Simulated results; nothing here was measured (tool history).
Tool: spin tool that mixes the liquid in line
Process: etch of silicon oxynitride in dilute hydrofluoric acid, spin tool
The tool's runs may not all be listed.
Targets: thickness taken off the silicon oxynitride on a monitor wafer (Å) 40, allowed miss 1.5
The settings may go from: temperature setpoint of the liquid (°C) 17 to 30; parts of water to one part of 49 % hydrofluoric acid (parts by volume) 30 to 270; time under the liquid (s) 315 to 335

run  hour  temperature setpoint of the liquid (°C)  parts of water to one part of 49 % hydrofluoric acid (parts by volume)  time under the liquid (s)  thickness taken off the silicon oxynitride on a monitor wafer (Å)
  1     0                                       22                                                                     150                        315                                                             55.809
  2     6                                     21.5                                                                     150                        315                                                             54.695
  3   8.9                                       23                                                                     150                        315                                                             58.986
  4  16.9                                     22.5                                                                     150                        315                                                              57.32
  5  22.4                                       22                                                                     150                        315                                                             56.692
  6    30                                       22                                                                     120                        315                                                             71.776
  7    36                                     21.5                                                                     125                        315                                                               67.4
  8  38.9                                       21                                                                     130                        315                                                             61.487

4 next moves are on the table. One of them brings every result within its allowed miss. Which?
  A  41.8                                     20.5                                                                     150                        315                                                                  ?
  B  41.8                                     19.5                                                                     175                        325                                                                  ?
  C  41.8                                       19                                                                     185                        330                                                                  ?
  D  41.8                                     19.5                                                                     170                        315                                                                  ?

move  thickness taken off the silicon oxynitride on a monitor wafer (Å)
   A                                                             52.009
   B                                                             43.136
   C                                                             40.202
   D                                                             43.175
A: nearer than the last run, and not there yet
B: nearer than the last run, and not there yet
C: meets every target
D: nearer than the last run, and not there yet
Move C is the one to make.
